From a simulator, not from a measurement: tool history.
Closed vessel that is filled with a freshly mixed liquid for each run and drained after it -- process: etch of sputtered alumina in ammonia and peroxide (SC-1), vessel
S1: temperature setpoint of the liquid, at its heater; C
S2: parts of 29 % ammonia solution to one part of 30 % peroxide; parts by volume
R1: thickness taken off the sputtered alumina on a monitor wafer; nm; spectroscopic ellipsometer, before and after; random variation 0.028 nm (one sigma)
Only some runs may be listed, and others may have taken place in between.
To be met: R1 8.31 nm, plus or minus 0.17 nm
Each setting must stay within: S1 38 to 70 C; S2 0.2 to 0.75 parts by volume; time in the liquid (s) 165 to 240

Run 1, hour 0: S1 54 C, S2 0.45 parts by volume, time in the liquid (s) 240. Result: R1 12.49 nm.
Run 2, hour 4.7: S1 53 C, S2 0.45 parts by volume, time in the liquid (s) 240. Result: R1 11.887 nm.
Run 3, hour 14: S1 52 C, S2 0.45 parts by volume, time in the liquid (s) 240. Result: R1 11.27 nm.
Run 4, hour 18.5: S1 51 C, S2 0.45 parts by volume, time in the liquid (s) 240. Result: R1 10.66 nm.
Run 5, hour 26.9: S1 50.5 C, S2 0.45 parts by volume, time in the liquid (s) 240. Result: R1 10.395 nm.
Run 6, hour 34: S1 50 C, S2 0.45 parts by volume, time in the liquid (s) 240. Result: R1 10.016 nm.
Run 7, hour 42.5: S1 50 C, S2 0.45 parts by volume, time in the liquid (s) 240. Result: R1 10.051 nm.
Run 8, hour 45.8: S1 49.5 C, S2 0.45 parts by volume, time in the liquid (s) 240. Result: R1 9.8235 nm.
Run 9, hour 53.4: S1 49 C, S2 0.45 parts by volume, time in the liquid (s) 240. Result: R1 9.6163 nm.
Run 10, hour 59.2: S1 48.5 C, S2 0.45 parts by volume, time in the liquid (s) 240. Result: R1 9.2194 nm.
Run 11, hour 67.3: S1 48 C, S2 0.45 parts by volume, time in the liquid (s) 240. Result: R1 9.0543 nm.
Run 12, hour 68.4: S1 47 C, S2 0.45 parts by volume, time in the liquid (s) 240. Result: R1 8.5628 nm.

Pick the move, out of 5, that brings all results within their allowed miss; only one does.
Run A, hour 69.5: S1 48 C, S2 0.45 parts by volume, time in the liquid (s) 235. Result: R1 ?.
Run B, hour 69.5: S1 48.5 C, S2 0.5 parts by volume, time in the liquid (s) 225. Result: R1 ?.
Run C, hour 69.5: S1 47 C, S2 0.4 parts by volume, time in the liquid (s) 235. Result: R1 ?.
Run D, hour 69.5: S1 46 C, S2 0.55 parts by volume, time in the liquid (s) 235. Result: R1 ?.
Run E, hour 69.5: S1 47.5 C, S2 0.4 parts by volume, time in the liquid (s) 240. Result: R1 ?.

move      R1
   A  8.8369
   B  8.7874
   C  8.2625
   D  8.0501
   E  8.6783
A: lands further from the targets than the last run did
B: lands further from the targets than the last run did
C: all results land within tolerance of their targets
D: moves the result that the last run missed by most past its target, out the other side
E: lands further from the targets than the last run did
C is the move that brings every result within its allowed miss.
